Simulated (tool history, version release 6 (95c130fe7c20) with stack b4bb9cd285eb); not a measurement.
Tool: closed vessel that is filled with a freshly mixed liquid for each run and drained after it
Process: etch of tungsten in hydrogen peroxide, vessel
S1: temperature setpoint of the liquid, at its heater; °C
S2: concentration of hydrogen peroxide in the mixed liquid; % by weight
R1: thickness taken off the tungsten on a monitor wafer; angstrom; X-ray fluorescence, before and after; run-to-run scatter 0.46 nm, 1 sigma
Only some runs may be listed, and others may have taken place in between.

run 1 hour=0 | S1=46 S2=18.5 time_in_the_liquid_(s)=90 | R1=2011.3
run 2 hour=6.1 | S1=46 S2=20.5 time_in_the_liquid_(s)=90 | R1=2121.7
run 3 hour=10 | S1=46 S2=18.5 time_in_the_liquid_(s)=90 | R1=2014.7
run 4 hour=12.4 | S1=46 S2=18.5 time_in_the_liquid_(s)=90 | R1=2028
run 5 hour=18.7 | S1=41 S2=18 time_in_the_liquid_(s)=90 | R1=1452
run 6 hour=25.3 | S1=38 S2=18 time_in_the_liquid_(s)=90 | R1=1197.4
run 7 hour=33.2 | S1=36 S2=18 time_in_the_liquid_(s)=90 | R1=1060.9
run 8 hour=36.4 | S1=34.5 S2=18 time_in_the_liquid_(s)=90 | R1=940.76
run 9 hour=40.4 | S1=34 S2=18 time_in_the_liquid_(s)=90 | R1=911.24
run 10 hour=44 | S1=32 S2=18 time_in_the_liquid_(s)=90 | R1=789.16

Forecast run 11:
-- hour=51.9 thermometer replaced
run 11 hour=51.9 | S1=33 S2=18 time_in_the_liquid_(s)=90 | R1=?

{"run 11": {"R1": 782.32}}

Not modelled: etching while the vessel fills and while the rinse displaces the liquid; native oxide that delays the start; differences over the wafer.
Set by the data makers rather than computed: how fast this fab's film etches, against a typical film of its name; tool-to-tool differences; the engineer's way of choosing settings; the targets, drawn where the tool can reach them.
